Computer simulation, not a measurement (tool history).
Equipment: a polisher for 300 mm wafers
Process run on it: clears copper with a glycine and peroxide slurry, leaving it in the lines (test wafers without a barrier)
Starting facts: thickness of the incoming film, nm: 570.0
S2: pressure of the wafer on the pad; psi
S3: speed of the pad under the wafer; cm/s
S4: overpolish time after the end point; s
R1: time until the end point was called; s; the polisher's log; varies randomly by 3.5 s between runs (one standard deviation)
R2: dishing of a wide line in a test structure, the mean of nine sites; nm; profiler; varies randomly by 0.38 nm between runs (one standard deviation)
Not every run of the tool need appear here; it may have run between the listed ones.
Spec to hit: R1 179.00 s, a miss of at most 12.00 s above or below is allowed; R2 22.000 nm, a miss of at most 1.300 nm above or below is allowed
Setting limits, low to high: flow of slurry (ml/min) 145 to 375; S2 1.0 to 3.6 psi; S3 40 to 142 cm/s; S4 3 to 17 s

Run 1, day 0.000: flow of slurry (ml/min) 240, S2 2.3 psi, S3 90 cm/s, S4 9 s. Result: R1 118.16 s, R2 27.058 nm.
Run 2, day 0.050: flow of slurry (ml/min) 240, S2 2.3 psi, S3 78 cm/s, S4 9 s. Result: R1 134.69 s, R2 24.190 nm.
Run 3, day 0.417: flow of slurry (ml/min) 240, S2 2.3 psi, S3 78 cm/s, S4 7 s. Result: R1 128.18 s, R2 19.343 nm.
Run 4, day 0.450: flow of slurry (ml/min) 240, S2 2.2 psi, S3 78 cm/s, S4 8 s. Result: R1 136.38 s, R2 21.448 nm.
Run 5, day 0.829: flow of slurry (ml/min) 240, S2 2.1 psi, S3 78 cm/s, S4 8 s. Result: R1 140.32 s, R2 20.790 nm.
Run 6, day 0.975: flow of slurry (ml/min) 240, S2 2.0 psi, S3 78 cm/s, S4 8 s. Result: R1 140.33 s, R2 19.768 nm.
Run 7, day 1.329: flow of slurry (ml/min) 235, S2 1.4 psi, S3 62 cm/s, S4 12 s. Result: R1 210.57 s, R2 20.855 nm.
Run 8, day 1.683: flow of slurry (ml/min) 235, S2 1.5 psi, S3 62 cm/s, S4 12 s. Result: R1 202.26 s, R2 21.286 nm.

Exercise: of the 4 proposed moves below, exactly one satisfies all targets within the stated allowed misses. Which move is it?
Run A, day 2.038: flow of slurry (ml/min) 345, S2 1.6 psi, S3 66 cm/s, S4 11 s. Result: R1 ?, R2 ?.
Run B, day 2.038: flow of slurry (ml/min) 220, S2 1.8 psi, S3 42 cm/s, S4 11 s. Result: R1 ?, R2 ?.
Run C, day 2.038: flow of slurry (ml/min) 245, S2 1.5 psi, S3 80 cm/s, S4 9 s. Result: R1 ?, R2 ?.
Run D, day 2.038: flow of slurry (ml/min) 300, S2 1.6 psi, S3 56 cm/s, S4 14 s. Result: R1 ?, R2 ?.

move      R1      R2
   A  183.31  21.626
   B  226.76  17.989
   C  179.00  18.341
   D  202.95  24.585
A: all results land within tolerance of their targets
B: misses by more than the last run did
C: brings the result that was furthest off to its target, and leaves another outside
D: as far off as the last run
A meets every target.
